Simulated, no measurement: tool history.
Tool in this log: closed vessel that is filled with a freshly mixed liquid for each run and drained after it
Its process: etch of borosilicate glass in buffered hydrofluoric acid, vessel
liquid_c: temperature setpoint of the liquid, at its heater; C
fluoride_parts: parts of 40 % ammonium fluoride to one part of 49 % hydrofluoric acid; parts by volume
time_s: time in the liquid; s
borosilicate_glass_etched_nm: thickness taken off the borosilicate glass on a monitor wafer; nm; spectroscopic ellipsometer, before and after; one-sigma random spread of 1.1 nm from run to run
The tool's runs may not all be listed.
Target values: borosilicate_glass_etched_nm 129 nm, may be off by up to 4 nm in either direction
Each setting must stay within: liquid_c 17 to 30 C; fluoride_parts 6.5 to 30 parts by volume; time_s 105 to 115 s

run  hour  liquid_c  fluoride_parts  time_s  borosilicate_glass_etched_nm
  1     0        22            19.5     105                        64.155
  2   5.5        24              18     105                         76.06
  3   8.7        26              18     105                        86.221
  4  13.8        24              18     105                        77.587
  5  21.7      25.5              17     105                        88.433
  6  29.2        22              17     105                        73.787
  7  33.9        24              16     105                        86.561
  8  38.7      25.5            15.5     105                        96.108
  9  43.8      26.5              15     105                           106
 10  52.1      26.5              15     105                        103.21
 11  54.7        30              14     105                        135.12

Exercise: of the 5 proposed moves below, exactly one satisfies all targets within the stated allowed misses. Which move is it?
  A  57.3        30              14     110                             ?
  B  57.3        29            12.5     105                             ?
  C  57.3        30              14     115                             ?
  D  57.3        28              13     105                             ?
  E  57.3        30            13.5     105                             ?

move  borosilicate_glass_etched_nm
   A                        139.21
   B                        141.07
   C                        145.54
   D                        128.82
   E                        137.74
A: further off than the last run
B: further off than the last run
C: further off than the last run
D: every result lands within tolerance
E: further off than the last run
The move that meets every target is D.

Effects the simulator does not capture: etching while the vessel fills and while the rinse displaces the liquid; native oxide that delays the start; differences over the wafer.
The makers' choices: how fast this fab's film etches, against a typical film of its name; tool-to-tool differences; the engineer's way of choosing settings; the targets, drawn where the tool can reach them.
